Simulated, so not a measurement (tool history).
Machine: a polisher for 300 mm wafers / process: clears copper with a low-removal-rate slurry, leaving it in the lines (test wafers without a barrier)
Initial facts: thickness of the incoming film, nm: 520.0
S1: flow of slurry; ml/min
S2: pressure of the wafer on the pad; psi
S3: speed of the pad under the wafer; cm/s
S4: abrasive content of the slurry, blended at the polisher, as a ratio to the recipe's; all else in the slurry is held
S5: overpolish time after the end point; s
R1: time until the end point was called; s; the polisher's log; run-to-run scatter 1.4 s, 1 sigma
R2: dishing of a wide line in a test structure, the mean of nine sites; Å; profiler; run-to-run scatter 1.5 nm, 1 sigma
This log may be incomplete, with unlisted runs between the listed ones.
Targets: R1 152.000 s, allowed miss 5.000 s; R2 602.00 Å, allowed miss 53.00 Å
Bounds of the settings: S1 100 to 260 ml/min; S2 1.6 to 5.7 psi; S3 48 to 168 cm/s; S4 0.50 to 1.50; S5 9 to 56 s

| run | hour | S1 | S2 | S3 | S4 | S5 | R1 | R2 |
|---|---|---|---|---|---|---|---|---|
| 1 | 0.0 | 165 | 3.6 | 108 | 1.00 | 29 | 96.637 | 788.68 |
| 2 | 8.3 | 160 | 3.1 | 108 | 1.00 | 30 | 108.980 | 716.91 |
| 3 | 11.7 | 155 | 2.7 | 108 | 1.00 | 32 | 122.460 | 697.88 |
| 4 | 12.6 | 155 | 2.7 | 108 | 1.00 | 24 | 126.220 | 548.24 |
| 5 | 18.3 | 150 | 2.5 | 108 | 1.00 | 27 | 133.850 | 593.59 |
| 6 | 19.6 | 140 | 2.4 | 108 | 1.00 | 28 | 140.850 | 563.87 |
| 7 | 23.9 | 130 | 2.4 | 108 | 1.00 | 30 | 143.120 | 594.22 |
| 8 | 30.1 | 125 | 2.4 | 108 | 1.00 | 31 | 145.210 | 582.42 |
| 9 | 31.7 | 125 | 2.4 | 108 | 1.00 | 31 | 143.690 | 567.81 |
| 10 | 35.8 | 120 | 2.4 | 108 | 1.00 | 33 | 145.030 | 603.47 |

Which single option among these 4 for the next run brings every result within its allowed miss of target? Just one does.
| A | 39.9 | 120 | 3.1 | 98 | 0.70 | 28 | ? | ? |
| B | 39.9 | 100 | 2.3 | 116 | 0.95 | 34 | ? | ? |
| C | 39.9 | 155 | 2.5 | 110 | 0.85 | 30 | ? | ? |
| D | 39.9 | 125 | 2.8 | 96 | 1.20 | 30 | ? | ? |

| move | R1 | R2 |
|---|---|---|
| A | 138.710 | 560.91 |
| B | 151.180 | 594.67 |
| C | 136.280 | 589.29 |
| D | 132.890 | 604.61 |
A: misses by more than the last run did
B: hits every target within its allowed miss
C: misses by more than the last run did
D: misses by more than the last run did
The right move is B.

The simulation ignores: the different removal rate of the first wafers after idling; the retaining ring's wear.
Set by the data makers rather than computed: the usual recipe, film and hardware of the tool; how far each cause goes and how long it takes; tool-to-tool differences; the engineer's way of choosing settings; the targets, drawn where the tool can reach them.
